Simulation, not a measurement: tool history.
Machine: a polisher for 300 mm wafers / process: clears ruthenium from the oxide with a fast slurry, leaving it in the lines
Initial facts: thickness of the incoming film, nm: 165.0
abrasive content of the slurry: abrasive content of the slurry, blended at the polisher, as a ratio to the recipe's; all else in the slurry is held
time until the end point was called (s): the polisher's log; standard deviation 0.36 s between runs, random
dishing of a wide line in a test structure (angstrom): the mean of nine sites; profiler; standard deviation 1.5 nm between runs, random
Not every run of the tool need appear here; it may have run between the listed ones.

run,hour,flow of slurry (ml/min),pressure of the wafer on the pad (kPa),speed of the pad under the wafer (cm/s),abrasive content of the slurry,overpolish time after the end point (s),time until the end point was called (s),dishing of a wide line in a test structure (angstrom)
1,0.0,280,12.4,88,1.0,25,58.403,544.48
2,2.5,280,10.3,88,1.0,25,68.568,472.09
3,6.4,280,11.7,88,1.0,26,62.457,539.28
4,7.3,215,11.7,88,1.0,26,64.184,519.90
5,10.8,225,13.1,88,1.0,27,57.887,599.47
6,12.3,225,13.1,88,0.8,27,61.480,555.83
7,20.4,225,13.1,88,0.8,27,62.403,548.06

For run 8, what comes out?
8,26.9,230,14.5,90,0.8,28,?,?

Run 8 yielded time until the end point was called (s) 54.660, dishing of a wide line in a test structure (angstrom) 635.58.

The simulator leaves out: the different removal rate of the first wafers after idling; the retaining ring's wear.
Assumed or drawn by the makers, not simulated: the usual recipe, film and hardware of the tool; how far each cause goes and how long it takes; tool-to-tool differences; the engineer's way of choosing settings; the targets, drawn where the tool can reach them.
